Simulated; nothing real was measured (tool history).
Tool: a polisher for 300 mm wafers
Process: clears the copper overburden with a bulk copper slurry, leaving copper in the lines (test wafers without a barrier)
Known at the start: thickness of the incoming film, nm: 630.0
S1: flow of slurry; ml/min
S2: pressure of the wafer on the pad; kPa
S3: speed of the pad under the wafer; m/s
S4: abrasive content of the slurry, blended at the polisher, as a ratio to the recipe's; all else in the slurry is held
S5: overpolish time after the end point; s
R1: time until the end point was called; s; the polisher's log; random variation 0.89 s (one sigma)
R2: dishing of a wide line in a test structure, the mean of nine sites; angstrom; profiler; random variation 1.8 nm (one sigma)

run    day   S1    S2    S3  S4  S5      R1      R2
  1      0  260  19.3  0.96   1  27  90.105  811.37
  2  0.229  260  19.3  0.96   1  19  89.195   660.6
  3  0.329  260  18.6  0.96   1  22  91.896  707.07
  4  0.558  260  18.6  0.96   1  16  89.874  568.79
  5  0.917  260  17.9  0.96   1  20  93.623  653.29
  6  1.292  230  17.9  0.96   1  20  96.512  652.83
     1.488  -- slurry nozzle cleaned
  7  1.488  220  17.2  0.96   1  22  91.283  720.48

Run 8 comes next. What will it give?
  8  1.683  250  16.5  0.96   1  24   ?   ?

{"run 8": {"R1": 91.744, "R2": 751.19}}

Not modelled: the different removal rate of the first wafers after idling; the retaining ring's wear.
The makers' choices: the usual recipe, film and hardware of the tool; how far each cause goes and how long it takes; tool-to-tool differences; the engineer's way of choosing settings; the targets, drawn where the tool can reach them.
